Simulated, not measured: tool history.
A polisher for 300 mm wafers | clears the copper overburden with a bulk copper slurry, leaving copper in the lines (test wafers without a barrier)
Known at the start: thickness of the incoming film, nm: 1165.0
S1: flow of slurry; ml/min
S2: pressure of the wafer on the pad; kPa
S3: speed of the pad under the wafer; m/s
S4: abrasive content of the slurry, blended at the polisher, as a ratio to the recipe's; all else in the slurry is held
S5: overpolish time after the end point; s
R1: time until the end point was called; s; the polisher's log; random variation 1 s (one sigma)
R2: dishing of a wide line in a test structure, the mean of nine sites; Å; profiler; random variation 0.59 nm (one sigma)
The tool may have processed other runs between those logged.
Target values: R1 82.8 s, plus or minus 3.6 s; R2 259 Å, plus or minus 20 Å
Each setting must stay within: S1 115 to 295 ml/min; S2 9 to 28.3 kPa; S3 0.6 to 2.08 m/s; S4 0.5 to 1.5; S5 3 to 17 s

run    day   S1    S2    S3    S4  S5      R1      R2
  1      0  190  18.6  1.34     1   9  101.65  512.77
  2  0.312  190  17.9  1.38     1   8   100.7  465.09
  3  0.521  190  20.7  1.38     1   8  91.715  531.06
  4    0.8  190  19.3  1.46     1   7  92.295  466.24
  5  0.871  190  23.4  1.46     1   7  74.594   551.6
  6  1.112  190  22.1  1.52     1   7  76.582  519.67
  7  1.183  190  20.7  1.58     1   7  77.687  532.75
  8  1.329  200    20   1.6  1.05   7  77.009  523.13
  9  1.408  200    20   1.6  1.05   7  77.659  525.02
 10  1.571  190  19.3  1.66     1   7  80.903  516.25
 11  1.917  200  18.6  1.66  1.05   7  81.119  484.49
 12  2.025  210  17.9  1.68   1.1   7  83.554  486.85
 13  2.396  220  17.2  1.72  1.15   7  82.146  482.47
 14  2.679  230  16.5  1.76   1.2   7  85.095  488.26
 15  2.875  220  15.9   1.8  1.15   7  85.932  489.59
 16    3.2  230  16.5  1.76   1.2   7  84.316  484.79
 17  3.442  235  15.9   1.8  1.25   7  82.484  475.03
 18  3.579  225  15.9   1.8   1.3   7  81.972  502.28
 19  3.729  230  15.9  1.82   1.2   7  86.038  483.94
 20  3.971  235  15.9  1.76  1.25   7  86.711  495.13
 21  4.112  220  15.9   1.8  1.15   7  86.507  477.98
 22  4.271  230  15.9  1.82   1.1   7  85.334   472.9
 23  4.608  235  15.9  1.84  1.05   7  86.287  476.18
 24  4.675  240  15.9  1.86     1   7  86.565  462.49

5 candidate next runs follow, results not yet known. Just one meets every target within its allowed miss. Identify it.
  A  4.742  250  22.8  1.28  1.15   3   ?   ?
  B  4.742  170    20  1.38  1.15  15   ?   ?
  C  4.742  245  14.5  1.76   1.1   6   ?   ?
  D  4.742  245  16.5  1.64   0.9   3   ?   ?
  E  4.742  195  15.2  2.02  1.25  12   ?   ?

move      R1      R2
   A  81.513  260.03
   B  91.039   707.2
   C  95.769  385.09
   D   93.56  228.22
   E  80.815  645.66
A: all results land within tolerance of their targets
B: moves away from the targets compared with the last run
C: moves toward the targets from the last run without getting all of them in spec
D: carries the result that was furthest off beyond its target, to the other side
E: moves away from the targets compared with the last run
A meets every target.
